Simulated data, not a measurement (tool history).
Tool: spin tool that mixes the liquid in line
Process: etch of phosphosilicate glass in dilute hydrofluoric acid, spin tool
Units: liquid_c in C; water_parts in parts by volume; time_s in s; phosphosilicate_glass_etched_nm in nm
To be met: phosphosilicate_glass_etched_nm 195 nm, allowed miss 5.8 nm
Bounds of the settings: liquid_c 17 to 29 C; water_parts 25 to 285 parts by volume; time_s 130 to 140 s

| run | day | liquid_c | water_parts | time_s | phosphosilicate_glass_etched_nm |
|---|---|---|---|---|---|
| 1 | 0 | 21 | 155 | 130 | 48.731 |
| 2 | 0.179 | 21 | 120 | 130 | 64.561 |
| 3 | 0.333 | 21 | 95 | 130 | 84.885 |
| 4 | 0.575 | 19 | 95 | 130 | 76.724 |
| 5 | 0.783 | 21 | 80 | 130 | 101.79 |
| 6 | 1.146 | 22.5 | 75 | 130 | 116.89 |
| 7 | 1.392 | 24 | 75 | 130 | 122.23 |
| 8 | 1.458 | 28 | 25 | 130 | 464.02 |
| 9 | 1.8 | 26.5 | 25 | 130 | 431.87 |
| 10 | 2.05 | 25 | 25 | 130 | 406.53 |
| 11 | 2.296 | 25 | 25 | 130 | 412.12 |
| 12 | 2.629 | 23.5 | 30 | 130 | 316.88 |
| 13 | 2.938 | 22 | 30 | 130 | 301.74 |
| 14 | 3.108 | 18 | 75 | 130 | 95.961 |
| 15 | 3.15 | 20 | 75 | 130 | 104.27 |
| 16 | 3.279 | 21.5 | 75 | 130 | 111.06 |
| 17 | 3.471 | 23 | 75 | 130 | 118.41 |
| 18 | 3.567 | 24 | 70 | 130 | 134.84 |
| 19 | 3.65 | 25 | 65 | 130 | 148.97 |
| 20 | 3.946 | 25 | 65 | 130 | 149.23 |
| 21 | 3.996 | 25 | 60 | 130 | 162.14 |
| 22 | 4.071 | 25 | 55 | 130 | 181.38 |
| 23 | 4.354 | 25.5 | 55 | 130 | 182.65 |
| 24 | 4.579 | 25.5 | 50 | 130 | 204.93 |

5 next moves are on the table. One of them brings every result within its allowed miss. Which?
| A | 4.804 | 27 | 50 | 135 | ? |
| B | 4.804 | 24.5 | 50 | 130 | ? |
| C | 4.804 | 24.5 | 45 | 130 | ? |
| D | 4.804 | 28.5 | 55 | 130 | ? |
| E | 4.804 | 26.5 | 50 | 130 | ? |

| move | phosphosilicate_glass_etched_nm |
|---|---|
| A | 221.19 |
| B | 192.45 |
| C | 215.27 |
| D | 204.08 |
| E | 208.75 |
A: further off than the last run
B: meets every target
C: further off than the last run
D: nearer than the last run, and not there yet
E: further off than the last run
The right move is B.
